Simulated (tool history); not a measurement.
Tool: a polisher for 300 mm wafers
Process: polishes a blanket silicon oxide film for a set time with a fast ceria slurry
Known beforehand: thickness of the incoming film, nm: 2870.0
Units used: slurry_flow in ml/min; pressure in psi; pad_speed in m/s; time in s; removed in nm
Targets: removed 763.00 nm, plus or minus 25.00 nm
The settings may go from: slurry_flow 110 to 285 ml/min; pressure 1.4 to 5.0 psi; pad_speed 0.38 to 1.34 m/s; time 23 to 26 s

{"run": 1, "hour": 0.0, "slurry_flow": 180, "pressure": 3.2, "pad_speed": 0.86, "time": 26, "removed": 415.67}
{"run": 2, "hour": 5.9, "slurry_flow": 180, "pressure": 3.2, "pad_speed": 0.86, "time": 26, "removed": 413.19}
{"run": 3, "hour": 9.0, "slurry_flow": 205, "pressure": 3.2, "pad_speed": 0.86, "time": 26, "removed": 428.67}
{"run": 4, "hour": 13.4, "slurry_flow": 170, "pressure": 3.2, "pad_speed": 0.86, "time": 26, "removed": 409.79}
{"hour": 18.9, "done": "slurry nozzle cleaned"}
{"run": 5, "hour": 18.9, "slurry_flow": 170, "pressure": 3.2, "pad_speed": 0.86, "time": 23, "removed": 396.64}
{"run": 6, "hour": 22.5, "slurry_flow": 170, "pressure": 3.2, "pad_speed": 0.86, "time": 23, "removed": 389.29}
{"run": 7, "hour": 29.1, "slurry_flow": 175, "pressure": 3.5, "pad_speed": 0.86, "time": 23, "removed": 442.67}
{"run": 8, "hour": 32.7, "slurry_flow": 180, "pressure": 3.7, "pad_speed": 0.86, "time": 23, "removed": 465.45}
{"run": 9, "hour": 40.1, "slurry_flow": 185, "pressure": 3.9, "pad_speed": 0.86, "time": 23, "removed": 501.32}
{"run": 10, "hour": 49.0, "slurry_flow": 190, "pressure": 4.1, "pad_speed": 0.86, "time": 23, "removed": 522.64}
{"run": 11, "hour": 53.4, "slurry_flow": 190, "pressure": 4.3, "pad_speed": 0.88, "time": 23, "removed": 544.86}
{"run": 12, "hour": 54.2, "slurry_flow": 190, "pressure": 4.4, "pad_speed": 0.9, "time": 23, "removed": 569.95}
{"run": 13, "hour": 55.0, "slurry_flow": 195, "pressure": 4.5, "pad_speed": 0.92, "time": 23, "removed": 589.77}
{"run": 14, "hour": 63.6, "slurry_flow": 195, "pressure": 4.6, "pad_speed": 0.94, "time": 23, "removed": 610.86}
{"run": 15, "hour": 68.2, "slurry_flow": 195, "pressure": 4.7, "pad_speed": 0.96, "time": 23, "removed": 635.35}
{"run": 16, "hour": 71.5, "slurry_flow": 195, "pressure": 4.8, "pad_speed": 0.98, "time": 23, "removed": 650.41}
{"run": 17, "hour": 78.7, "slurry_flow": 195, "pressure": 4.8, "pad_speed": 1.0, "time": 23, "removed": 656.8}
{"run": 18, "hour": 86.7, "slurry_flow": 195, "pressure": 4.8, "pad_speed": 1.02, "time": 23, "removed": 677.36}
{"run": 19, "hour": 93.9, "slurry_flow": 195, "pressure": 4.8, "pad_speed": 1.04, "time": 23, "removed": 678.09}

5 next moves are on the table. One of them brings every result within its allowed miss. Which?
{"run": "A", "hour": 101.1, "slurry_flow": 225, "pressure": 4.4, "pad_speed": 1.1, "time": 23, "removed": "?"}
{"run": "B", "hour": 101.1, "slurry_flow": 215, "pressure": 4.3, "pad_speed": 0.94, "time": 24, "removed": "?"}
{"run": "C", "hour": 101.1, "slurry_flow": 255, "pressure": 4.4, "pad_speed": 0.98, "time": 23, "removed": "?"}
{"run": "D", "hour": 101.1, "slurry_flow": 180, "pressure": 4.4, "pad_speed": 1.3, "time": 24, "removed": "?"}
{"run": "E", "hour": 101.1, "slurry_flow": 170, "pressure": 4.0, "pad_speed": 1.08, "time": 23, "removed": "?"}

move=A removed=659.84
move=B removed=603.19
move=C removed=619.96
move=D removed=749.43
move=E removed=569.82
A: its largest miss is bigger than the last run's
B: its largest miss is bigger than the last run's
C: its largest miss is bigger than the last run's
D: all results in spec
E: its largest miss is bigger than the last run's
Go with D: it meets all targets.
